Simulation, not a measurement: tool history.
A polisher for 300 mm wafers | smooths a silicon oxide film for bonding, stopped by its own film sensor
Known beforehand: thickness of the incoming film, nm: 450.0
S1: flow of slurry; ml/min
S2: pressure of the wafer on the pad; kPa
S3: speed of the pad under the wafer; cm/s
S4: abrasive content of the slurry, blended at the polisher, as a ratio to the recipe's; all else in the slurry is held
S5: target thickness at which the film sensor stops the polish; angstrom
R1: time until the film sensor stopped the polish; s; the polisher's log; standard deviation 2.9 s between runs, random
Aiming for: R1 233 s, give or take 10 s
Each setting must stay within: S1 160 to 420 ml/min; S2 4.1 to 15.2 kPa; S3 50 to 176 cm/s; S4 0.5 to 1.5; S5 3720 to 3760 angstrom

run  hour   S1   S2   S3   S4    S5      R1
  1     0  270  9.7  112    1  3760  139.93
  2     3  270    9  112    1  3760  150.59
  3   8.6  270    9  138    1  3760  128.31
  4  13.7  270  7.6  138    1  3760  154.66
  5  17.1  270  7.6  138  1.2  3760   136.7
  6  19.4  270  7.6  164  1.2  3760  119.82
  7  26.2  270  6.9  156  1.2  3760  135.84
  8  27.7  270  6.2  150  1.2  3760  155.08
  9  28.6  270  5.5  146  1.2  3760  176.77
 10  35.9  270  5.5  144  1.2  3760  179.12
 11  37.5  270  5.5  142  1.2  3760  183.85
 12  43.2  270  5.5  140  1.2  3760   180.9
 13  47.4  270  5.5  138  1.2  3760  188.55
 14  53.5  270  4.8  136  1.2  3760  210.06
 15  58.5  270  4.1  136  1.2  3760  246.54

Which of these 4 next moves meets every target?
  A  63.5  335  4.8  142   1.2  3760   ?
  B  63.5  160  4.8  144  1.15  3730   ?
  C  63.5  265  4.1  124  1.25  3750   ?
  D  63.5  200  5.5  122   1.2  3760   ?

move      R1
   A  200.59
   B  230.76
   C  262.11
   D  210.93
A: the result that was furthest off in the last run now lies on the other side of its target
B: every result lands within tolerance
C: misses by more than the last run did
D: the result that was furthest off in the last run now lies on the other side of its target
The right move is B.

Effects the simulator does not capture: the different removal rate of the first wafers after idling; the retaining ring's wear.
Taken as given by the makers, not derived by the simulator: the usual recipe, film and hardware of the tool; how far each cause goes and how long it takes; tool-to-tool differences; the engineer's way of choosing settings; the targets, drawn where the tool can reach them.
